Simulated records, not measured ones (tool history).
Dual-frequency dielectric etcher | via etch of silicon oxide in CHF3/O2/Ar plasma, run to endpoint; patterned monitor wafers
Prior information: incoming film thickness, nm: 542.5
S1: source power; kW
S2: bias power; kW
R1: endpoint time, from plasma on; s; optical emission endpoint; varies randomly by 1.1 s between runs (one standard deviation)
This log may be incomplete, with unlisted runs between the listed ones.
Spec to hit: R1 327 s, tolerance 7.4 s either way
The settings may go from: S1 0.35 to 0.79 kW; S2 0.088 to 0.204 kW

{"run": 1, "hour": 0.0, "S1": 0.57, "S2": 0.146, "R1": 277.62}
{"run": 2, "hour": 2.9, "S1": 0.54, "S2": 0.143, "R1": 287.38}
{"run": 3, "hour": 11.0, "S1": 0.52, "S2": 0.142, "R1": 293.73}
{"run": 4, "hour": 14.6, "S1": 0.56, "S2": 0.142, "R1": 280.65}
{"run": 5, "hour": 18.0, "S1": 0.61, "S2": 0.142, "R1": 267.26}
{"run": 6, "hour": 22.0, "S1": 0.65, "S2": 0.142, "R1": 258.2}
{"run": 7, "hour": 28.0, "S1": 0.62, "S2": 0.14, "R1": 263.76}
{"run": 8, "hour": 35.6, "S1": 0.51, "S2": 0.111, "R1": 311.5}
{"run": 9, "hour": 39.0, "S1": 0.5, "S2": 0.111, "R1": 315.87}
{"run": 10, "hour": 41.1, "S1": 0.5, "S2": 0.111, "R1": 316.94}

Below are 5 possible settings for the next run. Only one of them brings all results inside the allowed miss of their targets. Which is it?
{"run": "A", "hour": 43.2, "S1": 0.53, "S2": 0.128, "R1": "?"}
{"run": "B", "hour": 43.2, "S1": 0.48, "S2": 0.106, "R1": "?"}
{"run": "C", "hour": 43.2, "S1": 0.54, "S2": 0.108, "R1": "?"}
{"run": "D", "hour": 43.2, "S1": 0.5, "S2": 0.116, "R1": "?"}
{"run": "E", "hour": 43.2, "S1": 0.51, "S2": 0.119, "R1": "?"}

move=A R1=296.23
move=B R1=326.94
move=C R1=301.96
move=D R1=313.16
move=E R1=307.73
A: its largest miss is bigger than the last run's
B: all results land within tolerance of their targets
C: its largest miss is bigger than the last run's
D: its largest miss is bigger than the last run's
E: its largest miss is bigger than the last run's
Answer: B
